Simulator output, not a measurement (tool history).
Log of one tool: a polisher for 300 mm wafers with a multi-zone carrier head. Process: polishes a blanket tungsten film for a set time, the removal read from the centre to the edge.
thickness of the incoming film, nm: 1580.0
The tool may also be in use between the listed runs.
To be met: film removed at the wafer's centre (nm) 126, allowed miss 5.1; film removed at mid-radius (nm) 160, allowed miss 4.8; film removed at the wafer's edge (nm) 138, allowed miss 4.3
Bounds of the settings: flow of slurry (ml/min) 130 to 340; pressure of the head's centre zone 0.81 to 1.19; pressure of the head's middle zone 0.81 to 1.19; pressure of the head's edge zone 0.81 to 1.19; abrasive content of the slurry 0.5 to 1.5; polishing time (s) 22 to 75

run	day	flow of slurry (ml/min)	pressure of the head's centre zone	pressure of the head's middle zone	pressure of the head's edge zone	abrasive content of the slurry	polishing time (s)	film removed at the wafer's centre (nm)	film removed at mid-radius (nm)	film removed at the wafer's edge (nm)
1	0	220	1	1	1	1	48	240.16	239.89	238.82
2	0.279	215	0.95	1.02	0.95	0.85	43	195.47	211.67	200.45
3	0.333	165	0.95	1.02	0.95	0.85	43	187.21	201.26	196.48
4	0.508	165	0.89	1.02	0.95	0.85	43	175.77	202.51	194.84
# day 0.638: worn pad replaced by a new one
5	0.638	165	0.89	1.02	0.9	0.85	43	186.33	214.77	201.18
6	0.938	165	0.89	1.02	0.9	0.85	32	139.88	157.27	150.98
7	1.267	170	0.88	1.05	0.9	0.75	32	135.19	160.6	148.04
8	1.592	170	0.88	1.05	0.9	0.75	32	134.13	158.35	149.19
9	1.85	170	0.89	1.08	0.88	0.7	32	133.51	160.78	146.49
10	2.092	170	0.89	1.1	0.86	0.65	32	131.79	163.67	141.73
11	2.133	165	0.88	1.1	0.86	0.65	32	130.74	161.41	142.99

4 next moves are on the table. One of them brings every result within its allowed miss. Which?
A	2.175	130	0.81	1.17	1	0.65	31	?	?	?
B	2.175	130	0.87	1.15	0.87	0.8	31	?	?	?
C	2.175	130	0.87	1.04	0.85	0.8	31	?	?	?
D	2.175	140	0.94	1.13	0.87	0.55	32	?	?	?

move	film removed at the wafer's centre (nm)	film removed at mid-radius (nm)	film removed at the wafer's edge (nm)
A	112.3	159.4	141.01
B	125.15	163.2	137.43
C	125.07	151.85	136.23
D	132.3	157.35	133.97
A: brings the result that was furthest off to its target, and leaves another outside
B: meets every target
C: brings the result that was furthest off to its target, and leaves another outside
D: brings the result that was furthest off to its target, and leaves another outside
The right move is B.
